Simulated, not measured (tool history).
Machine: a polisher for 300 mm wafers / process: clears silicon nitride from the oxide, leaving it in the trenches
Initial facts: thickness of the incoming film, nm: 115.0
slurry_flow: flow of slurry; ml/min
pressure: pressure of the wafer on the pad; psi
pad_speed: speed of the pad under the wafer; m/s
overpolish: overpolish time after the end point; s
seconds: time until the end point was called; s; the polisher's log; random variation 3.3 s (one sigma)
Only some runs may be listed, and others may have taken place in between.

run 1 hour=0.0 | slurry_flow=195 pressure=3.3 pad_speed=1.00 overpolish=48 | seconds=101.79
run 2 hour=5.2 | slurry_flow=175 pressure=3.3 pad_speed=1.00 overpolish=48 | seconds=102.98
run 3 hour=8.1 | slurry_flow=175 pressure=2.7 pad_speed=0.90 overpolish=48 | seconds=139.35
run 4 hour=17.0 | slurry_flow=175 pressure=2.7 pad_speed=0.90 overpolish=48 | seconds=136.87
run 5 hour=20.9 | slurry_flow=175 pressure=2.7 pad_speed=0.90 overpolish=51 | seconds=141.05
run 6 hour=29.0 | slurry_flow=175 pressure=2.3 pad_speed=0.86 overpolish=51 | seconds=174.62

Estimate the outcome of run 7 from the log above:
run 7 hour=36.2 | slurry_flow=175 pressure=2.1 pad_speed=0.86 overpolish=51 | seconds=?

seconds: 188.76 s
